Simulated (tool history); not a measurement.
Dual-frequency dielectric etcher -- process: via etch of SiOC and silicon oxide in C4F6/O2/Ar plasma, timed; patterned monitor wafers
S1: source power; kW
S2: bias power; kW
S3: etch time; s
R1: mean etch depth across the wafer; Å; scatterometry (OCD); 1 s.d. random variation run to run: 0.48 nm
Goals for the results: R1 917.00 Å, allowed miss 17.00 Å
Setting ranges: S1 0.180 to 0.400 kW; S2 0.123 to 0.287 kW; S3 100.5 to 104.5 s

Run 1, hour 0.0: S1 0.290 kW, S2 0.205 kW, S3 100.5 s. Result: R1 1065.00 Å.
Run 2, hour 7.3: S1 0.270 kW, S2 0.202 kW, S3 100.5 s. Result: R1 1036.60 Å.
Run 3, hour 7.8: S1 0.250 kW, S2 0.198 kW, S3 100.5 s. Result: R1 1009.30 Å.
Run 4, hour 14.0: S1 0.250 kW, S2 0.198 kW, S3 104.5 s. Result: R1 1043.70 Å.
Run 5, hour 15.4: S1 0.240 kW, S2 0.193 kW, S3 104.5 s. Result: R1 1027.80 Å.
Run 6, hour 19.9: S1 0.230 kW, S2 0.188 kW, S3 104.5 s. Result: R1 1002.70 Å.
Run 7, hour 27.1: S1 0.230 kW, S2 0.188 kW, S3 104.5 s. Result: R1 1013.90 Å.
Run 8, hour 35.3: S1 0.220 kW, S2 0.182 kW, S3 104.5 s. Result: R1 983.13 Å.
Run 9, hour 36.2: S1 0.210 kW, S2 0.179 kW, S3 104.5 s. Result: R1 955.19 Å.
Run 10, hour 37.7: S1 0.200 kW, S2 0.178 kW, S3 104.5 s. Result: R1 946.75 Å.
Run 11, hour 41.9: S1 0.180 kW, S2 0.170 kW, S3 104.5 s. Result: R1 892.85 Å.
Run 12, hour 45.9: S1 0.180 kW, S2 0.170 kW, S3 104.5 s. Result: R1 896.38 Å.

Below are 4 possible settings for the next run. Only one of them brings all results inside the allowed miss of their targets. Which is it?
Run A, hour 49.9: S1 0.180 kW, S2 0.165 kW, S3 100.5 s. Result: R1 ?.
Run B, hour 49.9: S1 0.180 kW, S2 0.176 kW, S3 101.5 s. Result: R1 ?.
Run C, hour 49.9: S1 0.180 kW, S2 0.155 kW, S3 104.5 s. Result: R1 ?.
Run D, hour 49.9: S1 0.180 kW, S2 0.191 kW, S3 103.5 s. Result: R1 ?.

move      R1
   A  857.07
   B  882.05
   C  875.39
   D  921.61
A: further off than the last run
B: further off than the last run
C: further off than the last run
D: every result lands within tolerance
Correct choice: D, which meets every target
